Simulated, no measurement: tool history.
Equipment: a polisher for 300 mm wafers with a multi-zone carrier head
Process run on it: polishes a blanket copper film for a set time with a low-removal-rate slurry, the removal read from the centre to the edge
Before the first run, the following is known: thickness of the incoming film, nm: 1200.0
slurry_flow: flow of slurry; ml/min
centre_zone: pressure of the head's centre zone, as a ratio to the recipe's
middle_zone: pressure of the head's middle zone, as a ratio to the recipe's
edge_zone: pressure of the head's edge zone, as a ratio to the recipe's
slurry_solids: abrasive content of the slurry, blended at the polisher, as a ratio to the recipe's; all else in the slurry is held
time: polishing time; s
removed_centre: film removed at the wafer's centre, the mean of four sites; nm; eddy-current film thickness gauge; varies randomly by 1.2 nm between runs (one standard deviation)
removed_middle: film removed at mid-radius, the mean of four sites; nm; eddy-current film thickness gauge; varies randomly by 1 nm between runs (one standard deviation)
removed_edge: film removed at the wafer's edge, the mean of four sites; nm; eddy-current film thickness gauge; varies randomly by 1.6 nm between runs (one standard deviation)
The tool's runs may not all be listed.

run  hour  slurry_flow  centre_zone  middle_zone  edge_zone  slurry_solids  time  removed_centre  removed_middle  removed_edge
  1     0          315            1            1          1              1    69          259.63             258        241.35
  2   2.4          315         1.06            1          1              1    69          274.29          262.05        239.21
  3   5.6          315         1.06            1          1            1.1    69          282.61          268.64        244.21
  4  11.9          315         1.04            1       0.98              1    64          248.75          240.22        219.17
       20  -- edge zone pressure recalibrated
  5    20          315         1.02            1       0.96           0.95    61          232.48          228.26        213.57
  6  23.3          315         1.02         0.92       0.96           0.95    61          235.74           214.2        214.87
  7  29.5          305         0.92         0.95       0.86            0.7    42          135.63          133.39         128.3
  8  38.2          310         0.92         0.96       0.86            0.7    42          133.83          134.62        126.77

For run 9, what comes out?
  9  43.1          315         0.92         0.97       0.87            0.7    42               ?               ?             ?

removed_centre: 135.03 nm
removed_middle: 136.29 nm
removed_edge: 128.86 nm
